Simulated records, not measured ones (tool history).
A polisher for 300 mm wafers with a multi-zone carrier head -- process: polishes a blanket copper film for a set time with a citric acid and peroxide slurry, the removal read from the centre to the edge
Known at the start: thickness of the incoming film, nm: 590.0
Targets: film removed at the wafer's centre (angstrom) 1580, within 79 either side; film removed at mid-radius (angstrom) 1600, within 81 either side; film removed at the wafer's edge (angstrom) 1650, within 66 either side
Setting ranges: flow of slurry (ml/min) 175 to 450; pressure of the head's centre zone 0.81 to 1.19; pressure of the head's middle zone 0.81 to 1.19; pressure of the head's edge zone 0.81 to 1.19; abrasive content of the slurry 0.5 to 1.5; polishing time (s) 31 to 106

run  hour  flow of slurry (ml/min)  pressure of the head's centre zone  pressure of the head's middle zone  pressure of the head's edge zone  abrasive content of the slurry  polishing time (s)  film removed at the wafer's centre (angstrom)  film removed at mid-radius (angstrom)  film removed at the wafer's edge (angstrom)
  1     0                      290                                   1                                   1                                 1                               1                  68                                         2196.6                                 2209.3                                       2287.3
  2   7.3                      290                                   1                                   1                              1.04                               1                  68                                         2250.3                                 2169.8                                       2351.9
  3  10.6                      290                                   1                                0.99                              1.02                             0.9                  66                                         2109.4                                   2082                                       2237.3
  4  16.2                      290                                   1                                0.98                                 1                            0.85                  63                                         2059.2                                 1933.9                                       2109.2
  5  20.7                      290                                0.98                                0.99                              0.98                             0.8                  61                                         1833.1                                 1869.8                                       2008.6
  6  24.2                      290                                0.99                                0.99                              0.96                            0.75                  59                                         1818.3                                   1841                                       1877.3
  7  29.2                      290                                0.98                                0.98                              0.95                             0.7                  58                                         1751.7                                 1771.2                                         1788
  8  34.4                      290                                0.97                                0.97                              0.94                             0.7                  58                                         1691.5                                 1758.5                                       1865.3
  9  42.9                      290                                0.97                                0.97                              0.93                            0.65                  57                                         1673.3                                 1677.7                                       1767.8
 10    46                      290                                0.97                                0.97                              0.92                            0.65                  57                                         1634.9                                 1721.6                                         1751
 11    47                      290                                0.97                                0.96                              0.91                             0.6                  57                                         1666.2                                 1664.7                                       1722.8
 12  49.4                      290                                0.97                                0.96                               0.9                             0.6                  57                                         1674.3                                 1690.8                                       1717.4

5 next moves are on the table. One of them brings every result within its allowed miss. Which?
  A  51.8                      310                                0.98                                0.98                              0.81                            0.55                  54                                              ?                                      ?                                            ?
  B  51.8                      315                                1.03                                1.14                              0.83                             0.6                  56                                              ?                                      ?                                            ?
  C  51.8                      305                                0.96                                0.97                               0.9                            0.75                  53                                              ?                                      ?                                            ?
  D  51.8                      285                                0.85                                1.13                              0.99                            0.85                  55                                              ?                                      ?                                            ?
  E  51.8                      270                                0.91                                 0.9                              0.96                            0.55                  59                                              ?                                      ?                                            ?

move  film removed at the wafer's centre (angstrom)  film removed at mid-radius (angstrom)  film removed at the wafer's edge (angstrom)
   A                                         1635.3                                 1591.5                                       1523.3
   B                                         1807.8                                 1847.6                                       1613.6
   C                                         1631.9                                 1611.2                                       1628.5
   D                                         1510.2                                 1866.2                                       1783.4
   E                                         1622.4                                 1615.9                                       1773.9
A: the worst result of the last run now meets its target, but another is out of spec
B: the biggest miss grows against the last run
C: in spec on every target
D: the worst result of the last run now meets its target, but another is out of spec
E: the worst result of the last run now meets its target, but another is out of spec
Answer: C
